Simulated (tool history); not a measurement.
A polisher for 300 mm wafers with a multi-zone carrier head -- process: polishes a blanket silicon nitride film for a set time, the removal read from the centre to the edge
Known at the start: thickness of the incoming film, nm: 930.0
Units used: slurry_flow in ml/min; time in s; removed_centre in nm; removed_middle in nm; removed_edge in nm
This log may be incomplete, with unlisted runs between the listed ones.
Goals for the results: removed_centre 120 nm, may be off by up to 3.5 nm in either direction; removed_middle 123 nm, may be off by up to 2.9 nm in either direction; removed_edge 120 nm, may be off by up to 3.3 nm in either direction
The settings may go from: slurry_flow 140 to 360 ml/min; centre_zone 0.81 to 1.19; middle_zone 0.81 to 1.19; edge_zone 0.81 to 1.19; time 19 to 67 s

run 1 day=0 | slurry_flow=230 centre_zone=1 middle_zone=1 edge_zone=1 time=43 | removed_centre=87.88 removed_middle=100.39 removed_edge=96.665
run 2 day=0.346 | slurry_flow=245 centre_zone=1.05 middle_zone=1.02 edge_zone=1.05 time=44 | removed_centre=95.42 removed_middle=106.09 removed_edge=101.11
run 3 day=0.421 | slurry_flow=255 centre_zone=1.08 middle_zone=1.02 edge_zone=1.08 time=45 | removed_centre=100.95 removed_middle=107.75 removed_edge=104.79
run 4 day=0.542 | slurry_flow=265 centre_zone=1.1 middle_zone=1.03 edge_zone=1.11 time=46 | removed_centre=106.1 removed_middle=111.45 removed_edge=110.55
run 5 day=0.817 | slurry_flow=280 centre_zone=1.12 middle_zone=1.05 edge_zone=1.13 time=46 | removed_centre=109.45 removed_middle=114.93 removed_edge=111.81
run 6 day=0.988 | slurry_flow=310 centre_zone=1.12 middle_zone=1.05 edge_zone=1.13 time=46 | removed_centre=110.1 removed_middle=116.37 removed_edge=112.55
-- day=1.325 centre zone pressure recalibrated
run 7 day=1.325 | slurry_flow=315 centre_zone=1.13 middle_zone=1.06 edge_zone=1.15 time=46 | removed_centre=120.78 removed_middle=117.94 removed_edge=113.59
run 8 day=1.404 | slurry_flow=310 centre_zone=1.12 middle_zone=1.06 edge_zone=1.16 time=47 | removed_centre=122.23 removed_middle=119.89 removed_edge=116.87

Which of these 4 next moves meets every target?
run A day=1.483 | slurry_flow=330 centre_zone=1.09 middle_zone=1.08 edge_zone=1.1 time=47 | removed_centre=? removed_middle=? removed_edge=?
run B day=1.483 | slurry_flow=235 centre_zone=1.08 middle_zone=1.05 edge_zone=1.12 time=50 | removed_centre=? removed_middle=? removed_edge=?
run C day=1.483 | slurry_flow=360 centre_zone=1.14 middle_zone=1.09 edge_zone=1.19 time=47 | removed_centre=? removed_middle=? removed_edge=?
run D day=1.483 | slurry_flow=260 centre_zone=1.01 middle_zone=1.04 edge_zone=0.97 time=53 | removed_centre=? removed_middle=? removed_edge=?

move=A removed_centre=120.25 removed_middle=121.79 removed_edge=113.2
move=B removed_centre=121.5 removed_middle=121.79 removed_edge=118.12
move=C removed_centre=126.88 removed_middle=123.64 removed_edge=118.56
move=D removed_centre=122.11 removed_middle=129.78 removed_edge=117.8
A: the furthest-off result lands on target, but another misses its tolerance
B: every result lands within tolerance
C: the furthest-off result lands on target, but another misses its tolerance
D: takes the result that was furthest off past its target
The right move is B.

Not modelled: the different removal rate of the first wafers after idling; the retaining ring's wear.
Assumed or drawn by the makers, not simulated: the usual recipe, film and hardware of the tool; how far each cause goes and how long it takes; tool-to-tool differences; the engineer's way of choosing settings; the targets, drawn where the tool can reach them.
